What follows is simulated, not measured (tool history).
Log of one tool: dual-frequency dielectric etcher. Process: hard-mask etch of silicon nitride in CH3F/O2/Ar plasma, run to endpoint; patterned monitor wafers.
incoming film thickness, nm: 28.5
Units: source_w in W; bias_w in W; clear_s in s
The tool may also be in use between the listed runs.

run 1 hour=0 | source_w=540 bias_w=56 | clear_s=40.315
run 2 hour=2.1 | source_w=630 bias_w=56 | clear_s=37.732
run 3 hour=8.9 | source_w=720 bias_w=56 | clear_s=35.854
run 4 hour=10.3 | source_w=720 bias_w=51 | clear_s=36.919
run 5 hour=12.4 | source_w=720 bias_w=42 | clear_s=39.361
run 6 hour=14.3 | source_w=720 bias_w=49 | clear_s=37.78
run 7 hour=15.7 | source_w=680 bias_w=47 | clear_s=38.897
run 8 hour=18.8 | source_w=640 bias_w=45 | clear_s=40.652

Forecast run 9:
run 9 hour=23.3 | source_w=610 bias_w=44 | clear_s=?

Run 9 gave clear_s 41.446 s.

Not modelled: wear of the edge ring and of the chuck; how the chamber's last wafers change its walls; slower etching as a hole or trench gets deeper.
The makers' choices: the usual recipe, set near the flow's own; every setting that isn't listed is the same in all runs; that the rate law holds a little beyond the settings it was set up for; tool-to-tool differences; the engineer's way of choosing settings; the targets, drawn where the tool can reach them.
